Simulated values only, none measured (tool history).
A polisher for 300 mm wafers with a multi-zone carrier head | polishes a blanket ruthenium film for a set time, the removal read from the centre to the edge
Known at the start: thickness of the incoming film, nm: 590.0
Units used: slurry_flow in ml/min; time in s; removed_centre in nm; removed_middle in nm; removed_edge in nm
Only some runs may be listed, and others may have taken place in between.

run,hour,slurry_flow,centre_zone,middle_zone,edge_zone,time,removed_centre,removed_middle,removed_edge
1,0,230,1,1,1,48,59.84,63.295,63.035
2,1.9,230,1.06,1,1,48,64.563,62.401,62.779
3,3.9,265,1.06,1,1,48,65.148,64.138,63.857
4,10.3,265,1.06,1,0.96,48,65.238,63.756,62.412
# hour 19.1: worn pad replaced by a new one
5,19.1,295,1.06,1,0.96,48,70.639,69.68,67.474
6,27.6,335,1.06,1,0.96,48,72.198,69.838,68.016
7,28.9,335,1.03,1.01,0.98,50,72.743,73.153,71.706
8,29.8,335,1.01,1.03,1,52,73.367,77.932,75.094
9,36.5,335,1,1.04,1.02,54,75.885,81.795,79.337
10,39.2,335,0.99,1.05,1.04,55,77.317,84.687,81.021
11,47.7,335,0.97,1.05,1.05,56,77.208,84.928,82.972
12,52.1,335,0.96,1.06,1.07,57,78.078,87.357,86.255

The next listed run, before its measurement:
13,58.8,340,0.92,1.15,1.17,61,?,?,?

{"run 13": {"removed_centre": 78.158, "removed_middle": 100.83, "removed_edge": 95.566}}
